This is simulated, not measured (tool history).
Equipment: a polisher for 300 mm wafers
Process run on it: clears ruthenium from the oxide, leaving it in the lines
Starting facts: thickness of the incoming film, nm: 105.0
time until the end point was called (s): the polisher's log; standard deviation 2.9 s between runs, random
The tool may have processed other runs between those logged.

run,hour,flow of slurry (ml/min),pressure of the wafer on the pad (psi),speed of the pad under the wafer (m/s),overpolish time after the end point (s),time until the end point was called (s)
1,0,150,1.9,1.08,12,105.54
2,7.2,150,1.7,1.08,12,115.47
3,8.5,150,1.7,0.94,12,133.08
4,16.2,150,1.6,0.92,12,142.8
5,22.6,150,2.1,0.92,12,109.43
6,28.8,150,2,0.9,12,119.09

Run 7 comes next. What will it give?
7,31.7,140,1.4,0.78,12,?

Run 7 came out at time until the end point was called (s) 195.32.
